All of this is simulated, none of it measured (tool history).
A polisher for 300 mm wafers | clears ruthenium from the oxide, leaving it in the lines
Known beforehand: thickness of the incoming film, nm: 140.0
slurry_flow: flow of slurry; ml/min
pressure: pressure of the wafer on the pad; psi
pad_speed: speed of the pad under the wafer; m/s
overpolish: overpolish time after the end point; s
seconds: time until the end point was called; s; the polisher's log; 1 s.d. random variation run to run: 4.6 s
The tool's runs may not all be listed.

run  hour  slurry_flow  pressure  pad_speed  overpolish  seconds
  1     0          215       1.4       1.22          46   134.72
  2   4.2          215       1.2        1.2          46   166.02
  3   6.7          215       1.3        1.2          46    156.6
  4   8.8          215       1.2       1.18          46    165.1
  5  13.9          260       1.2       1.18          46   167.23
  6  20.9          260       1.2       1.06          46   182.86
  7  29.8          260       1.1       1.06          46    193.8

Forecast run 8:
  8    33          260         1       1.06          46        ?

{"run 8": {"seconds": 214.44}}

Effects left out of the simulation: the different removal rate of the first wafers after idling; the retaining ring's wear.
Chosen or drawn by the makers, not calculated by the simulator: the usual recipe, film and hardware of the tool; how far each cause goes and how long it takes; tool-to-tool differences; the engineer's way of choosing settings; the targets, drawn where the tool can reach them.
